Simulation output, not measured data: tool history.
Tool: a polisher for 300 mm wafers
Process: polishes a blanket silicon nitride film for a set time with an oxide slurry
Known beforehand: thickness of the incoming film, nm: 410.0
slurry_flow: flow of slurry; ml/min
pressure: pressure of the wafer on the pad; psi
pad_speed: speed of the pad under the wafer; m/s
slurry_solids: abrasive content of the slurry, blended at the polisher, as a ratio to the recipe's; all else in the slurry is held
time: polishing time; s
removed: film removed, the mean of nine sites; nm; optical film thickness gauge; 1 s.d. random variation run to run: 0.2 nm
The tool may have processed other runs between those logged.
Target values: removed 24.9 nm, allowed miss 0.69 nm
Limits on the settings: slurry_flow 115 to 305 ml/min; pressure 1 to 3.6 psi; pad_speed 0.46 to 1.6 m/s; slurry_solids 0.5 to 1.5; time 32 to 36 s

run 1 hour=0 | slurry_flow=195 pressure=2.3 pad_speed=1.02 slurry_solids=1 time=36 | removed=17.679
run 2 hour=6.8 | slurry_flow=195 pressure=2.6 pad_speed=1.02 slurry_solids=1 time=36 | removed=19.729
run 3 hour=12.5 | slurry_flow=195 pressure=2.8 pad_speed=1.02 slurry_solids=1 time=36 | removed=21.069
run 4 hour=14.2 | slurry_flow=195 pressure=2.8 pad_speed=1.02 slurry_solids=0.85 time=36 | removed=18.695
run 5 hour=21.9 | slurry_flow=200 pressure=2.9 pad_speed=1.02 slurry_solids=0.85 time=36 | removed=19.307
run 6 hour=26.4 | slurry_flow=200 pressure=2.9 pad_speed=1.02 slurry_solids=0.9 time=36 | removed=20.168
run 7 hour=28.4 | slurry_flow=200 pressure=3 pad_speed=1.02 slurry_solids=0.9 time=36 | removed=20.535
run 8 hour=31.1 | slurry_flow=230 pressure=3.5 pad_speed=1.02 slurry_solids=0.9 time=36 | removed=24.104

5 candidate next runs follow, results not yet known. Just one meets every target within its allowed miss. Identify it.
run A hour=33.8 | slurry_flow=225 pressure=3.5 pad_speed=0.94 slurry_solids=0.95 time=35 | removed=?
run B hour=33.8 | slurry_flow=230 pressure=3.5 pad_speed=1.18 slurry_solids=0.95 time=32 | removed=?
run C hour=33.8 | slurry_flow=250 pressure=3.1 pad_speed=1.04 slurry_solids=1.05 time=34 | removed=?
run D hour=33.8 | slurry_flow=215 pressure=3.6 pad_speed=1.02 slurry_solids=0.85 time=35 | removed=?
run E hour=33.8 | slurry_flow=245 pressure=3.6 pad_speed=1.04 slurry_solids=0.85 time=34 | removed=?

move=A removed=22.65
move=B removed=24.611
move=C removed=23.018
move=D removed=22.679
move=E removed=22.72
A: lands further from the targets than the last run did
B: each result inside its tolerance
C: lands further from the targets than the last run did
D: lands further from the targets than the last run did
E: lands further from the targets than the last run did
The move that meets every target is B.
